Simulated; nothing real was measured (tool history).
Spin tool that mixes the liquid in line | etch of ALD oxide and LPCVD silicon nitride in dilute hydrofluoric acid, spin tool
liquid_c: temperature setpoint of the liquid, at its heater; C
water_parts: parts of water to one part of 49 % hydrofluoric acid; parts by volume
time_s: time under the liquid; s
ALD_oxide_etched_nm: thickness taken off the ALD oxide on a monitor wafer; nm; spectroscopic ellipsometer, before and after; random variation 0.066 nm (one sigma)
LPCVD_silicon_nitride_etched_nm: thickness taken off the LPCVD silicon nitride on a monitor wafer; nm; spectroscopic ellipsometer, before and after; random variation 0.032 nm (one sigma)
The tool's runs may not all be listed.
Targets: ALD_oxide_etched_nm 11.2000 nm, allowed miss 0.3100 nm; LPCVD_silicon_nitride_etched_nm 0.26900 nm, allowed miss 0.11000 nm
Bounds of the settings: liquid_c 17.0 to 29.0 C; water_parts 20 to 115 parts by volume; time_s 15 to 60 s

run	day	liquid_c	water_parts	time_s	ALD_oxide_etched_nm	LPCVD_silicon_nitride_etched_nm
1	0.000	21.0	65	30	7.8664	0.16541
2	0.200	21.0	85	30	5.7992	0.12370
3	0.238	21.0	85	45	8.7115	0.17382
4	0.488	24.5	85	45	10.0940	0.24637
5	0.708	24.5	85	55	12.3340	0.35093
6	0.883	26.0	85	55	13.1790	0.36264
7	1.133	25.0	85	55	12.6420	0.31106
8	1.250	24.5	85	55	12.3050	0.39425
9	1.425	24.0	85	55	12.0820	0.21831
10	1.512	24.5	85	55	12.3650	0.31419
11	1.862	24.0	85	55	11.9980	0.24302
12	2.158	24.5	90	55	11.5780	0.28071
13	2.438	24.5	90	55	11.6640	0.28312

Which of these 5 next moves meets every target?
A	2.717	23.0	85	50	?	?
B	2.717	22.5	90	60	?	?
C	2.717	22.0	85	55	?	?
D	2.717	25.0	90	55	?	?
E	2.717	21.5	85	60	?	?

move	ALD_oxide_etched_nm	LPCVD_silicon_nitride_etched_nm
A	10.5130	0.25549
B	11.6050	0.28030
C	11.1040	0.26279
D	11.7570	0.30329
E	11.8690	0.27716
A: takes the result that was furthest off past its target
B: nearer than the last run, and not there yet
C: meets every target
D: further off than the last run
E: further off than the last run
Move C is the one to make.
